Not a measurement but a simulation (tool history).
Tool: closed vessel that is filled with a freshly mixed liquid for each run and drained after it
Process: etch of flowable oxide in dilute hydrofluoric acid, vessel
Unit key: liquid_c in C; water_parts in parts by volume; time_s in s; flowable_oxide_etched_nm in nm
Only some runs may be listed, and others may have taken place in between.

run	hour	liquid_c	water_parts	time_s	flowable_oxide_etched_nm
1	0.0	25.0	75	85	39.169
2	7.5	26.0	75	85	40.634
3	13.4	26.0	85	85	35.667
4	14.6	26.0	85	85	36.383
5	16.4	26.0	85	90	37.347
6	22.9	26.0	70	90	46.856
7	29.2	26.5	70	90	48.611
8	36.4	27.0	70	90	48.405
9	41.0	27.5	70	90	50.538

Forecast run 10:
10	44.3	28.0	70	90	?

Run 10 measured flowable_oxide_etched_nm 50.238 nm.

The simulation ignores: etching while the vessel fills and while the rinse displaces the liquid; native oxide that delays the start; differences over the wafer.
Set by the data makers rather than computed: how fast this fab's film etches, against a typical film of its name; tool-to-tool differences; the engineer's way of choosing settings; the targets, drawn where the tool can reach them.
